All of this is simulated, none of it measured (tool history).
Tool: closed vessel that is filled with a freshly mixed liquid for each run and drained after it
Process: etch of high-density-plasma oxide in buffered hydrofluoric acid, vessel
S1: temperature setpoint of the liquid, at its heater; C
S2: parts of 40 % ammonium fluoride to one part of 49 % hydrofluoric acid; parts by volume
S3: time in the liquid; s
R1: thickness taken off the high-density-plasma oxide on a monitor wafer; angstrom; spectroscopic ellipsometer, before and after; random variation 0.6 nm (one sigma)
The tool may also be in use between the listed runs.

{"run": 1, "day": 0.0, "S1": 20, "S2": 19, "S3": 90, "R1": 492.34}
{"run": 2, "day": 0.221, "S1": 20, "S2": 19, "S3": 100, "R1": 543.1}
{"run": 3, "day": 0.429, "S1": 20, "S2": 19, "S3": 100, "R1": 544.6}
{"run": 4, "day": 0.617, "S1": 20, "S2": 22.5, "S3": 100, "R1": 481.46}
{"run": 5, "day": 0.658, "S1": 22, "S2": 22.5, "S3": 100, "R1": 523.64}
{"run": 6, "day": 0.979, "S1": 23.5, "S2": 22.5, "S3": 100, "R1": 575.26}
{"run": 7, "day": 1.225, "S1": 24.5, "S2": 22.5, "S3": 100, "R1": 617.63}

Forecast run 8:
{"run": 8, "day": 1.425, "S1": 25, "S2": 22.5, "S3": 100, "R1": "?"}

Run 8 gave R1 616.22 angstrom.
